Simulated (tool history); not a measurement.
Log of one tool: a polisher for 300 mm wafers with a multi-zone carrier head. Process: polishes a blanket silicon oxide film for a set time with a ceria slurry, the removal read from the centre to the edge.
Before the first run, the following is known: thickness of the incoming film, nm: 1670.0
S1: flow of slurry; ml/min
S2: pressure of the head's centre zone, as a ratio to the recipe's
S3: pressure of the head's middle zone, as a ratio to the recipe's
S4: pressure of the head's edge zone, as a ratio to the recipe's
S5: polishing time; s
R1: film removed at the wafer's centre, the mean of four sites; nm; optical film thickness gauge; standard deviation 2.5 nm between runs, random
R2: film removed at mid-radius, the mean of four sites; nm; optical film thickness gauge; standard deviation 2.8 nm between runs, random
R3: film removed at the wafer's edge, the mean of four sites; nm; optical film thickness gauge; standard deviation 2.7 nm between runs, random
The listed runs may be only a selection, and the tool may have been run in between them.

run 1 hour=0 | S1=295 S2=1 S3=1 S4=1 S5=72 | R1=454.95 R2=466.8 R3=468.77
run 2 hour=4.9 | S1=290 S2=0.99 S3=0.98 S4=0.98 S5=66 | R1=418.09 R2=418.96 R3=422.44
run 3 hour=5.7 | S1=285 S2=0.96 S3=0.96 S4=0.96 S5=62 | R1=380.49 R2=384.71 R3=395.69
run 4 hour=8 | S1=255 S2=0.96 S3=0.96 S4=0.96 S5=62 | R1=377.83 R2=389.29 R3=386.6
run 5 hour=11.9 | S1=255 S2=0.96 S3=0.96 S4=1.01 S5=62 | R1=374.23 R2=389.55 R3=399.55
run 6 hour=12.9 | S1=255 S2=0.96 S3=0.89 S4=1.01 S5=62 | R1=376.16 R2=368.44 R3=394.07
run 7 hour=18.7 | S1=255 S2=0.96 S3=0.89 S4=1.01 S5=62 | R1=378.11 R2=371.88 R3=401.79
run 8 hour=25.4 | S1=250 S2=0.94 S3=0.88 S4=0.98 S5=59 | R1=353.67 R2=351.78 R3=375.23
run 9 hour=30.6 | S1=245 S2=0.93 S3=0.87 S4=0.96 S5=56 | R1=333.59 R2=331.08 R3=354.1
run 10 hour=31.7 | S1=245 S2=0.93 S3=0.87 S4=0.96 S5=56 | R1=333.19 R2=332.35 R3=346.16

Run 11 is up next; what results do you expect?
run 11 hour=38.3 | S1=250 S2=0.92 S3=0.86 S4=0.95 S5=54 | R1=? R2=? R3=?

{"run 11": {"R1": 315.73, "R2": 317.65, "R3": 339.77}}
